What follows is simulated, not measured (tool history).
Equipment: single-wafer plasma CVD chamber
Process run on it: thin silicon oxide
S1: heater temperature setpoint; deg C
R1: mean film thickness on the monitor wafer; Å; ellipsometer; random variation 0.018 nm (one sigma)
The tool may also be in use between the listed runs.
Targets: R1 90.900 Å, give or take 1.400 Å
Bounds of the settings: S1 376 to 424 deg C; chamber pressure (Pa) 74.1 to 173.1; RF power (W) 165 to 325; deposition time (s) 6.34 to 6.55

run 1 hour=0.0 | S1=400 chamber_pressure_(Pa)=123.6 RF_power_(W)=245 deposition_time_(s)=6.34 | R1=118.160
run 2 hour=2.8 | S1=400 chamber_pressure_(Pa)=112.1 RF_power_(W)=245 deposition_time_(s)=6.34 | R1=107.050
run 3 hour=5.2 | S1=400 chamber_pressure_(Pa)=100.1 RF_power_(W)=245 deposition_time_(s)=6.34 | R1=94.331
run 4 hour=13.7 | S1=408 chamber_pressure_(Pa)=100.1 RF_power_(W)=245 deposition_time_(s)=6.34 | R1=93.613
run 5 hour=16.9 | S1=409 chamber_pressure_(Pa)=99.5 RF_power_(W)=245 deposition_time_(s)=6.34 | R1=92.927
run 6 hour=25.5 | S1=409 chamber_pressure_(Pa)=112.8 RF_power_(W)=245 deposition_time_(s)=6.34 | R1=107.180
run 7 hour=27.0 | S1=409 chamber_pressure_(Pa)=92.7 RF_power_(W)=245 deposition_time_(s)=6.34 | R1=85.217
run 8 hour=32.4 | S1=407 chamber_pressure_(Pa)=94.1 RF_power_(W)=245 deposition_time_(s)=6.34 | R1=87.000
run 9 hour=36.9 | S1=407 chamber_pressure_(Pa)=95.3 RF_power_(W)=245 deposition_time_(s)=6.34 | R1=88.292
run 10 hour=44.8 | S1=407 chamber_pressure_(Pa)=96.1 RF_power_(W)=245 deposition_time_(s)=6.34 | R1=89.390
run 11 hour=49.8 | S1=407 chamber_pressure_(Pa)=99.1 RF_power_(W)=245 deposition_time_(s)=6.34 | R1=92.773
run 12 hour=57.4 | S1=407 chamber_pressure_(Pa)=95.9 RF_power_(W)=245 deposition_time_(s)=6.34 | R1=89.116

Which of these 4 next moves meets every target?
run A hour=65.0 | S1=408 chamber_pressure_(Pa)=91.2 RF_power_(W)=250 deposition_time_(s)=6.55 | R1=?
run B hour=65.0 | S1=398 chamber_pressure_(Pa)=96.9 RF_power_(W)=240 deposition_time_(s)=6.44 | R1=?
run C hour=65.0 | S1=408 chamber_pressure_(Pa)=101.2 RF_power_(W)=235 deposition_time_(s)=6.53 | R1=?
run D hour=65.0 | S1=403 chamber_pressure_(Pa)=95.7 RF_power_(W)=265 deposition_time_(s)=6.42 | R1=?

move=A R1=87.148
move=B R1=90.762
move=C R1=95.103
move=D R1=94.494
A: moves away from the targets compared with the last run
B: each result inside its tolerance
C: pushes the last run's worst result past its target
D: pushes the last run's worst result past its target
Go with B: it meets all targets.
